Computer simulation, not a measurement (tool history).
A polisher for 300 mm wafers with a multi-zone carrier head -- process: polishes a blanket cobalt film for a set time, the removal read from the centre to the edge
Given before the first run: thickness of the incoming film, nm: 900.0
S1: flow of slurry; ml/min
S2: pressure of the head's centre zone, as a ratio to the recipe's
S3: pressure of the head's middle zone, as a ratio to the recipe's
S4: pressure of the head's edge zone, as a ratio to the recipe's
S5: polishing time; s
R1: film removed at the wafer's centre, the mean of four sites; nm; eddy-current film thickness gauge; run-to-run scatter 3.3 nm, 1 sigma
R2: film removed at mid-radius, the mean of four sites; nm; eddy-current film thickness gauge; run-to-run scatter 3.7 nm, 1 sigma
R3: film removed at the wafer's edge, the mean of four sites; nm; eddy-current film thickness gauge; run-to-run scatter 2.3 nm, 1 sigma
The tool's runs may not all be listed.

run  hour   S1    S2    S3    S4  S5      R1      R2      R3
  1   0.0  275  1.00  1.00  1.00  66  390.46  378.92  387.69
  2   4.9  270  0.98  1.00  0.98  66  380.31  387.63  380.92
  3  13.3  265  0.97  0.99  0.97  66  380.19  380.12  381.51
  4  16.0  265  0.97  0.99  0.97  74  427.55  431.68  428.16
  5  19.7  260  0.95  0.99  0.95  72  409.69  407.97  415.74
  6  24.0  260  0.94  1.01  0.94  70  385.83  410.08  396.22

Run 7 comes next. What will it give?
  7  31.7  255  0.93  1.01  0.92  69   ?   ?   ?

Run 7 came out at R1 386.03 nm, R2 397.87 nm, R3 393.59 nm.
